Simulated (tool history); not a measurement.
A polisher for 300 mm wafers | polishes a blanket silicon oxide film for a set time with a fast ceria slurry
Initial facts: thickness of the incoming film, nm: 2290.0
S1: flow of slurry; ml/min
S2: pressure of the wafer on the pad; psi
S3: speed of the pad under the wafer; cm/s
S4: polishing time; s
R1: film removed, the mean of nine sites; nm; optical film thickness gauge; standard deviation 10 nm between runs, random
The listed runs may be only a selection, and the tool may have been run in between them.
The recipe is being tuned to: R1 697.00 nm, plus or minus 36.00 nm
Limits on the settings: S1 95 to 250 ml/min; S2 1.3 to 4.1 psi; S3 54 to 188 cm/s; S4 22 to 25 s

| run | hour | S1 | S2 | S3 | S4 | R1 |
|---|---|---|---|---|---|---|
| 1 | 0.0 | 160 | 2.7 | 120 | 25 | 509.18 |
| 2 | 3.0 | 160 | 2.3 | 120 | 25 | 454.41 |
| 3 | 9.2 | 185 | 2.3 | 120 | 25 | 465.45 |
| 4 | 13.5 | 210 | 2.3 | 120 | 25 | 480.29 |
| 5 | 15.3 | 210 | 2.5 | 122 | 25 | 510.06 |
| 6 | 20.8 | 210 | 2.7 | 124 | 25 | 549.05 |
| 7 | 24.2 | 210 | 2.9 | 126 | 25 | 604.85 |
| 8 | 30.3 | 210 | 3.0 | 126 | 25 | 596.40 |
| 9 | 39.2 | 210 | 3.1 | 126 | 25 | 600.25 |

Next run, 4 choices. One meets every target within its allowed miss, the rest don't. Which?
| A | 48.1 | 185 | 3.1 | 144 | 25 | ? |
| B | 48.1 | 195 | 3.0 | 112 | 22 | ? |
| C | 48.1 | 210 | 3.0 | 112 | 22 | ? |
| D | 48.1 | 250 | 3.2 | 118 | 24 | ? |

| move | R1 |
|---|---|
| A | 668.38 |
| B | 465.34 |
| C | 469.85 |
| D | 573.07 |
A: every result within its allowed miss
B: misses by more than the last run did
C: misses by more than the last run did
D: misses by more than the last run did
A meets every target.
